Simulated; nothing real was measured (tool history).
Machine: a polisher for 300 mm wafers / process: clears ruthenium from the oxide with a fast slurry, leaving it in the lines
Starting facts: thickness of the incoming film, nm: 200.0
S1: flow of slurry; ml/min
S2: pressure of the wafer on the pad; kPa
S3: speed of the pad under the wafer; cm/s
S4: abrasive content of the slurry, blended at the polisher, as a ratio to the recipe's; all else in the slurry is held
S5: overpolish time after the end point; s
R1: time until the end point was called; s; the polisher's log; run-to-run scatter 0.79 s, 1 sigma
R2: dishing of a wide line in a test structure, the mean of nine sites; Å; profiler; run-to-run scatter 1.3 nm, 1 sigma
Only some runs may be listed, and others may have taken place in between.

{"run": 1, "day": 0.0, "S1": 230, "S2": 14.5, "S3": 90, "S4": 1.0, "S5": 17, "R1": 86.642, "R2": 324.29}
{"run": 2, "day": 0.071, "S1": 230, "S2": 14.5, "S3": 90, "S4": 1.0, "S5": 13, "R1": 87.676, "R2": 256.33}
{"run": 3, "day": 0.262, "S1": 230, "S2": 14.5, "S3": 112, "S4": 1.0, "S5": 13, "R1": 74.59, "R2": 291.37}
{"run": 4, "day": 0.617, "S1": 230, "S2": 11.0, "S3": 112, "S4": 1.0, "S5": 13, "R1": 98.665, "R2": 224.18}
{"day": 0.808, "done": "head pressure recalibrated"}
{"run": 5, "day": 0.808, "S1": 230, "S2": 11.0, "S3": 112, "S4": 1.0, "S5": 17, "R1": 89.084, "R2": 324.61}
{"run": 6, "day": 1.171, "S1": 230, "S2": 11.0, "S3": 112, "S4": 1.0, "S5": 19, "R1": 89.576, "R2": 342.68}

Run 7 is up next; what results do you expect?
{"run": 7, "day": 1.267, "S1": 235, "S2": 13.8, "S3": 112, "S4": 1.0, "S5": 27, "R1": "?", "R2": "?"}

{"run 7": {"R1": 71.995, "R2": 591.72}}

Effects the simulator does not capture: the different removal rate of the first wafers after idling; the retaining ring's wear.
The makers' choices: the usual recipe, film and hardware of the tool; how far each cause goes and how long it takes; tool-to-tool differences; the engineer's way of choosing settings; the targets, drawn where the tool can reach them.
